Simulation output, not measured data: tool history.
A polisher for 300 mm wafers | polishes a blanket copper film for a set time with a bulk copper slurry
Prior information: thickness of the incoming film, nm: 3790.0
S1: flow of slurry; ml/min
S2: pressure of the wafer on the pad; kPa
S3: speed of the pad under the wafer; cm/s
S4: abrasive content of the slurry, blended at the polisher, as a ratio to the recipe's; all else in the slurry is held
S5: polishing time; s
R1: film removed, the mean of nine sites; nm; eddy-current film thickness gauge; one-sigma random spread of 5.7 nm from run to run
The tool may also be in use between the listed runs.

run,hour,S1,S2,S3,S4,S5,R1
1,0.0,240,22.1,112,1.00,62,660.23
2,4.6,240,22.1,112,0.85,62,634.03
3,10.6,240,17.2,112,0.85,62,541.15
4,14.6,245,20.7,112,0.85,62,603.67
5,19.8,245,23.4,112,0.85,62,662.67
6,23.8,245,23.4,128,0.85,62,756.88
7,25.5,245,24.1,128,0.85,62,780.50

Run 8, settings as shown, results not yet in. Your forecast:
8,26.6,245,24.8,128,0.85,62,?

For run 8 the tool returned R1 788.80 nm.
